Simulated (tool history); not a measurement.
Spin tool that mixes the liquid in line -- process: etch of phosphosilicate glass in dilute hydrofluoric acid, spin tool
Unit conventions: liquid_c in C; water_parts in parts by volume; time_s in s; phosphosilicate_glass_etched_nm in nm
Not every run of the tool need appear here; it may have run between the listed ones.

run,day,liquid_c,water_parts,time_s,phosphosilicate_glass_etched_nm
1,0.000,25.0,50,50,76.243
2,0.288,27.5,45,50,94.405
3,0.592,29.0,40,50,113.490
4,0.696,29.0,40,50,113.460
5,0.721,26.0,40,50,101.160
6,0.867,28.0,40,50,110.970
7,1.008,29.5,40,50,115.740

What does the tool deliver on the next run?
8,1.162,30.5,40,50,?

phosphosilicate_glass_etched_nm: 119.350 nm

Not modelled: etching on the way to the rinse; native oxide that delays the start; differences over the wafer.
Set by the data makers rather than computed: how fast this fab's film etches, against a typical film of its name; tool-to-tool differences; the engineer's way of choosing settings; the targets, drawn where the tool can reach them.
